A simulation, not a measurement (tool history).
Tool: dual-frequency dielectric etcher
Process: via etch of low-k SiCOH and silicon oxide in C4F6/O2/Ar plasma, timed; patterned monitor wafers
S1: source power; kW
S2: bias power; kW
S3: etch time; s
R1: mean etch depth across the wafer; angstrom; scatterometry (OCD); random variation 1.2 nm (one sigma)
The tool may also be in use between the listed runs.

{"run": 1, "hour": 0.0, "S1": 0.48, "S2": 0.237, "S3": 105, "R1": 3308.9}
{"run": 2, "hour": 7.8, "S1": 0.5, "S2": 0.239, "S3": 105, "R1": 3365.6}
{"run": 3, "hour": 10.1, "S1": 0.52, "S2": 0.24, "S3": 105, "R1": 3456.8}
{"run": 4, "hour": 12.9, "S1": 0.47, "S2": 0.24, "S3": 105, "R1": 3275.6}
{"run": 5, "hour": 13.7, "S1": 0.41, "S2": 0.24, "S3": 105, "R1": 3061.3}
{"run": 6, "hour": 16.1, "S1": 0.41, "S2": 0.256, "S3": 105, "R1": 3129.2}
{"run": 7, "hour": 22.9, "S1": 0.44, "S2": 0.258, "S3": 105, "R1": 3234.6}
{"run": 8, "hour": 25.5, "S1": 0.46, "S2": 0.259, "S3": 105, "R1": 3340.3}
{"run": 9, "hour": 31.7, "S1": 0.47, "S2": 0.26, "S3": 105, "R1": 3397.4}

Forecast run 10:
{"run": 10, "hour": 39.6, "S1": 0.48, "S2": 0.26, "S3": 105, "R1": "?"}

Run 10 gave R1 3422.4 angstrom.
